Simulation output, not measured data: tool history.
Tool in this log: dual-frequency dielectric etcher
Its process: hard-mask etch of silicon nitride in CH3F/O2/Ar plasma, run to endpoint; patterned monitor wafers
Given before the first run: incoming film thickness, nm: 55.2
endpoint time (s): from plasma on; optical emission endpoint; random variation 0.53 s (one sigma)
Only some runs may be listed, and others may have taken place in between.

run 1 hour=0.0 | source_power_(kW)=0.360 bias_power_(kW)=0.062 | endpoint_time_(s)=84.903
run 2 hour=2.6 | source_power_(kW)=0.390 bias_power_(kW)=0.062 | endpoint_time_(s)=81.960
run 3 hour=7.7 | source_power_(kW)=0.350 bias_power_(kW)=0.057 | endpoint_time_(s)=89.968
run 4 hour=14.2 | source_power_(kW)=0.380 bias_power_(kW)=0.057 | endpoint_time_(s)=87.194
run 5 hour=21.6 | source_power_(kW)=0.350 bias_power_(kW)=0.054 | endpoint_time_(s)=92.156
run 6 hour=26.4 | source_power_(kW)=0.290 bias_power_(kW)=0.054 | endpoint_time_(s)=99.515
run 7 hour=30.1 | source_power_(kW)=0.280 bias_power_(kW)=0.053 | endpoint_time_(s)=102.120
run 8 hour=33.2 | source_power_(kW)=0.270 bias_power_(kW)=0.053 | endpoint_time_(s)=103.480
run 9 hour=38.1 | source_power_(kW)=0.260 bias_power_(kW)=0.053 | endpoint_time_(s)=103.840

Run 10 is up next; what results do you expect?
run 10 hour=44.0 | source_power_(kW)=0.250 bias_power_(kW)=0.052 | endpoint_time_(s)=?

{"run 10": {"endpoint time (s)": 107.81}}

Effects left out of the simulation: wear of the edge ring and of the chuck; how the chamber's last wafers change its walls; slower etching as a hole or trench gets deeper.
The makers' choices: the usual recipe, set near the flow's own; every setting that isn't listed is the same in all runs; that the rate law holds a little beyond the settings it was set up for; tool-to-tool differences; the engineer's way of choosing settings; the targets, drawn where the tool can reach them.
